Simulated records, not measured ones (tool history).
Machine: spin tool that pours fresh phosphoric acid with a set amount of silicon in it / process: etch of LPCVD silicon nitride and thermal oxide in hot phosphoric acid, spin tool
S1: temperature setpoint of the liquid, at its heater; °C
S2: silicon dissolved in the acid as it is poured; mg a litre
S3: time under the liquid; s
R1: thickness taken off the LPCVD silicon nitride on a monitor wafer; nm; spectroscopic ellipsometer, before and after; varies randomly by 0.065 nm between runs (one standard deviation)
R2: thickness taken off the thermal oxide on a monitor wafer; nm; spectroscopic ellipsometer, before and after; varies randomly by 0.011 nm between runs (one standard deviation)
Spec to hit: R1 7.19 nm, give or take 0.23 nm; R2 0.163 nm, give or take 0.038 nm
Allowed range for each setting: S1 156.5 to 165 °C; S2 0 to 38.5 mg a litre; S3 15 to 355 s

run	hour	S1	S2	S3	R1	R2
1	0	160	17	180	15.722	0.35419
2	4.2	159.5	16	145	12.374	0.24023
3	12.3	159.5	12	125	10.616	0.22901
4	20.9	159.5	6	125	10.606	0.29888
5	30	159	6	110	9.2931	0.21582
6	32.7	158.5	4.5	100	8.2285	0.19961
7	34.6	158	4	100	8.0685	0.21106
8	40.4	157.5	5	100	8.0548	0.21318
9	43.8	157.5	6	95	7.5574	0.18689
10	49.1	157.5	7	95	7.4145	0.20623
11	55.2	157.5	11	95	7.6249	0.17762
12	63.9	157.5	11.5	95	7.5468	0.15702
13	70.9	157.5	11	95	7.7188	0.15721
14	72.4	157.5	10.5	95	7.5386	0.19534
15	80.2	157.5	13.5	95	7.6044	0.16593
16	84.6	157.5	13.5	95	7.5789	0.16882

5 next moves are on the table. One of them brings every result within its allowed miss. Which?
A	89	161.5	34.5	85	?	?
B	89	157	12.5	100	?	?
C	89	158	13.5	95	?	?
D	89	158	33.5	95	?	?
E	89	157.5	9	90	?	?

move	R1	R2
A	7.8206	0.08864
B	7.9059	0.15471
C	7.7702	0.15469
D	7.7702	0.080141
E	7.2374	0.15647
A: misses by more than the last run did
B: misses by more than the last run did
C: misses by more than the last run did
D: misses by more than the last run did
E: hits every target within its allowed miss
E is the move that brings every result within its allowed miss.

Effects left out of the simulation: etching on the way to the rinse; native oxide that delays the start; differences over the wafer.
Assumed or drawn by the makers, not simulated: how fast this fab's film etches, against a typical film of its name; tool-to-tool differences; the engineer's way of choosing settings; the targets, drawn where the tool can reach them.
